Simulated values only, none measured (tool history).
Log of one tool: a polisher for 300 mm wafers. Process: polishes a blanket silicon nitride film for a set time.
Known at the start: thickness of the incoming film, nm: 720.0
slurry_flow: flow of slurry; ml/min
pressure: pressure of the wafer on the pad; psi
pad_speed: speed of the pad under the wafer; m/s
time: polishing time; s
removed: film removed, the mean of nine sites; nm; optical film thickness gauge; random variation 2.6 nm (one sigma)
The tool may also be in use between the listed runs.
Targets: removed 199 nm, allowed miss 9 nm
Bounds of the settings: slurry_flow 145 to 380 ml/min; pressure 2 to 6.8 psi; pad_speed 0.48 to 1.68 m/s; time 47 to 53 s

run	day	slurry_flow	pressure	pad_speed	time	removed
1	0	245	4.4	1.08	53	109.39
2	0.154	275	4.4	1.08	53	108.74
3	0.229	275	5	1.12	53	126.14
4	0.458	275	5	1.26	53	138.24
5	0.596	275	5.4	1.28	53	151.56
6	0.754	275	5.7	1.28	53	159.11
7	1.108	275	6	1.3	53	165.66
8	1.462	275	6.2	1.32	53	177.3
9	1.538	275	6.3	1.32	53	183.04
10	1.896	275	6.4	1.32	53	177.95

Which of these 5 next moves meets every target?
A	2.254	305	6.3	1.46	53	?
B	2.254	285	6.3	1.34	53	?
C	2.254	290	6.3	1.36	53	?
D	2.254	255	4.8	1.46	53	?
E	2.254	255	6.8	1.1	53	?

move	removed
A	194.12
B	181.31
C	183.55
D	146.46
E	167.82
A: meets every target
B: nearer than the last run, and not there yet
C: nearer than the last run, and not there yet
D: further off than the last run
E: further off than the last run
Move A is the one to make.
